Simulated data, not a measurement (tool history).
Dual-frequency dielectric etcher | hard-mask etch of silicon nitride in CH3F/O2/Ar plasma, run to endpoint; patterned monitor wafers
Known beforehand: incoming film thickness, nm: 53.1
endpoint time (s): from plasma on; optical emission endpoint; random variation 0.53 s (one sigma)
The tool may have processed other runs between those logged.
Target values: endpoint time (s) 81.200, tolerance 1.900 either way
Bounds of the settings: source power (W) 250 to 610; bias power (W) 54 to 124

run 1 hour=0.0 | source_power_(W)=430 bias_power_(W)=89 | endpoint_time_(s)=69.951
run 2 hour=1.9 | source_power_(W)=400 bias_power_(W)=87 | endpoint_time_(s)=72.437
run 3 hour=10.9 | source_power_(W)=400 bias_power_(W)=82 | endpoint_time_(s)=74.883
run 4 hour=17.1 | source_power_(W)=340 bias_power_(W)=82 | endpoint_time_(s)=78.943
run 5 hour=21.1 | source_power_(W)=340 bias_power_(W)=94 | endpoint_time_(s)=72.259
run 6 hour=23.8 | source_power_(W)=320 bias_power_(W)=92 | endpoint_time_(s)=75.714
run 7 hour=29.0 | source_power_(W)=310 bias_power_(W)=91 | endpoint_time_(s)=76.121
run 8 hour=37.0 | source_power_(W)=300 bias_power_(W)=90 | endpoint_time_(s)=77.308
run 9 hour=45.1 | source_power_(W)=300 bias_power_(W)=90 | endpoint_time_(s)=77.379
run 10 hour=52.2 | source_power_(W)=290 bias_power_(W)=89 | endpoint_time_(s)=78.259

Which single option among these 5 for the next run brings every result within its allowed miss of target? Just one does.
run A hour=59.3 | source_power_(W)=310 bias_power_(W)=97 | endpoint_time_(s)=?
run B hour=59.3 | source_power_(W)=290 bias_power_(W)=99 | endpoint_time_(s)=?
run C hour=59.3 | source_power_(W)=280 bias_power_(W)=84 | endpoint_time_(s)=?
run D hour=59.3 | source_power_(W)=360 bias_power_(W)=83 | endpoint_time_(s)=?
run E hour=59.3 | source_power_(W)=290 bias_power_(W)=92 | endpoint_time_(s)=?

move=A endpoint_time_(s)=73.929
move=B endpoint_time_(s)=74.510
move=C endpoint_time_(s)=81.998
move=D endpoint_time_(s)=76.840
move=E endpoint_time_(s)=77.406
A: its largest miss is bigger than the last run's
B: its largest miss is bigger than the last run's
C: hits every target within its allowed miss
D: its largest miss is bigger than the last run's
E: its largest miss is bigger than the last run's
Move C is the one to make.
